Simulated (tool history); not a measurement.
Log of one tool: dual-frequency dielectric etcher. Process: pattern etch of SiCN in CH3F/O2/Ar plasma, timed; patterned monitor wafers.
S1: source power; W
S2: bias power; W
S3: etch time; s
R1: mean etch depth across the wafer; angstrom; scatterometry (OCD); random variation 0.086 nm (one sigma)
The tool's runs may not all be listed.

run 1 day=0 | S1=540 S2=56 S3=95 | R1=345.12
run 2 day=0.112 | S1=540 S2=49 S3=95 | R1=330.65
run 3 day=0.333 | S1=590 S2=51 S3=95 | R1=345.8
run 4 day=0.567 | S1=590 S2=51 S3=95 | R1=346.74
run 5 day=0.596 | S1=590 S2=51 S3=95 | R1=344.97
run 6 day=0.654 | S1=590 S2=55 S3=95 | R1=355.2
run 7 day=0.862 | S1=620 S2=56 S3=95 | R1=362.84

The next listed run, before its measurement:
run 8 day=0.896 | S1=650 S2=57 S3=95 | R1=?

R1: 371.24 angstrom
